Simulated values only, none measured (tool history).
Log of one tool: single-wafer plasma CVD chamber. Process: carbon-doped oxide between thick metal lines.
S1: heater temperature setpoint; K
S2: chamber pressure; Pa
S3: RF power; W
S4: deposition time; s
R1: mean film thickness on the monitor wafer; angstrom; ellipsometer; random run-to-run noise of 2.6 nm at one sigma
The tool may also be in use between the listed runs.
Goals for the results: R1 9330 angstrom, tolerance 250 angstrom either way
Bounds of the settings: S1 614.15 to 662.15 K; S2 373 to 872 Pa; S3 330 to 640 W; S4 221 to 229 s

run	hour	S1	S2	S3	S4	R1
1	0	638.15	623	485	221	11165
2	8.5	639.15	599	460	221	10609
3	12.6	639.15	599	460	229	10976
4	15	639.15	529	460	229	10727
5	16.6	640.15	503	450	229	10439
6	23.6	641.15	480	440	229	10201
7	30.4	641.15	461	430	229	9949.8
8	32	641.15	444	425	229	9841.5
9	37.2	641.15	429	420	229	9664.5

Of the 4 settings listed for the next run, only one would bring every result within its allowed miss of target. Which one?
A	42.4	642.15	415	370	229	?
B	42.4	644.15	421	395	223	?
C	42.4	640.15	464	410	223	?
D	42.4	638.15	389	385	221	?

move	R1
A	8668.6
B	8904.3
C	9372
D	8670.1
A: pushes the last run's worst result past its target
B: pushes the last run's worst result past its target
C: every result within its allowed miss
D: pushes the last run's worst result past its target
The move that meets every target is C.

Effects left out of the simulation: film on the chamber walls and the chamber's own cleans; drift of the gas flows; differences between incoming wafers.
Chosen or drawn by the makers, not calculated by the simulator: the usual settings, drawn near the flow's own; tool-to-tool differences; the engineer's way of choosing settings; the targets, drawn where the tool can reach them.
